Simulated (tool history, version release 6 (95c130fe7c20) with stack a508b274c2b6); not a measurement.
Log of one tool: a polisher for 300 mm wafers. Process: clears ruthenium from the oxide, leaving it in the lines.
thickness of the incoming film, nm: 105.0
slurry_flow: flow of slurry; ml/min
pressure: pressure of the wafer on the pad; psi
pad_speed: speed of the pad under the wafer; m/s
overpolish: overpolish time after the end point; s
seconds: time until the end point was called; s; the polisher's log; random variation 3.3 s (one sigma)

| run | hour | slurry_flow | pressure | pad_speed | overpolish | seconds |
|---|---|---|---|---|---|---|
| 1 | 0 | 305 | 1.8 | 1.1 | 42 | 115.35 |
| 2 | 8.6 | 305 | 1.8 | 1.1 | 42 | 112.4 |
| 3 | 14.8 | 305 | 1.6 | 1.08 | 42 | 129.81 |
| 4 | 15.4 | 305 | 1.6 | 1.08 | 42 | 131.92 |
| 5 | 17.2 | 235 | 1.6 | 1.08 | 42 | 132.29 |
| 6 | 22.7 | 235 | 1.6 | 1.08 | 44 | 135.17 |

Run 7 comes next. What will it give?
| 7 | 25.2 | 235 | 1.5 | 1.06 | 44 | ? |

seconds: 148.16 s
